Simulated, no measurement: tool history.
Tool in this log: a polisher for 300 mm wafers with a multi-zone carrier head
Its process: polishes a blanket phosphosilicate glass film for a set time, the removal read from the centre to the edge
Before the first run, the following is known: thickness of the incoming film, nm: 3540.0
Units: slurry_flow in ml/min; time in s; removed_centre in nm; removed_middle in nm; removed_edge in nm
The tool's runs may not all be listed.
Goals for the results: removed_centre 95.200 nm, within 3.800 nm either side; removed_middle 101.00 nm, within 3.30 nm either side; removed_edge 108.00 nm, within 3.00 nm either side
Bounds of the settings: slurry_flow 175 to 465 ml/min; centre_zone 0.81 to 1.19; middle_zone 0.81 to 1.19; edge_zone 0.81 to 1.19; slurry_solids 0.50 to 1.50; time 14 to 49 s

run	day	slurry_flow	centre_zone	middle_zone	edge_zone	slurry_solids	time	removed_centre	removed_middle	removed_edge
1	0.000	295	1.00	1.00	1.00	1.00	31	201.750	196.37	191.76
2	0.358	295	1.00	1.00	1.00	1.00	38	249.830	236.63	237.03
3	0.525	280	0.95	0.96	0.99	0.85	33	188.980	188.16	191.38
4	0.779	270	0.92	0.92	0.97	0.75	29	149.910	154.51	154.28
5	0.883	260	0.90	0.89	0.98	0.70	27	130.910	136.07	140.56
6	1.150	250	0.89	0.87	0.98	0.65	26	119.100	122.14	130.26
7	1.275	240	0.87	0.85	0.96	0.60	26	116.410	117.37	124.30
8	1.504	235	0.85	0.85	0.96	0.55	25	104.420	106.10	114.24
9	1.675	230	0.84	0.86	0.96	0.55	25	102.180	107.35	113.83
10	1.862	220	0.83	0.86	0.96	0.55	25	101.460	107.26	113.93
11	2.229	215	0.82	0.86	0.96	0.55	25	100.370	109.12	113.34
12	2.288	210	0.82	0.85	0.96	0.55	25	97.529	106.39	114.00
13	2.633	205	0.82	0.84	0.94	0.55	25	97.820	105.84	113.52
14	2.875	210	0.82	0.84	0.93	0.55	25	97.644	104.47	112.48
15	2.912	210	0.82	0.84	0.92	0.55	25	97.331	104.52	111.65
16	2.946	210	0.82	0.84	0.91	0.55	25	97.842	106.12	111.98
17	3.017	210	0.82	0.84	0.91	0.55	25	96.716	103.35	110.93
18	3.175	210	0.82	0.84	0.90	0.55	25	98.169	105.46	110.16
19	3.379	210	0.82	0.83	0.90	0.55	25	96.645	106.40	112.82

5 next moves are on the table. One of them brings every result within its allowed miss. Which?
A	3.583	245	0.81	0.99	0.83	0.60	23	?	?	?
B	3.583	245	0.82	0.83	0.91	0.65	22	?	?	?
C	3.583	195	0.81	0.88	0.81	0.55	25	?	?	?
D	3.583	205	0.84	0.92	0.88	0.50	26	?	?	?
E	3.583	215	0.86	0.90	0.81	0.60	23	?	?	?

move	removed_centre	removed_middle	removed_edge
A	94.698	114.33	104.23
B	95.125	101.10	107.08
C	96.065	107.62	106.00
D	99.610	110.64	108.73
E	99.044	105.84	102.44
A: misses by more than the last run did
B: in spec on every target
C: misses by more than the last run did
D: misses by more than the last run did
E: misses by more than the last run did
Move B is the one to make.
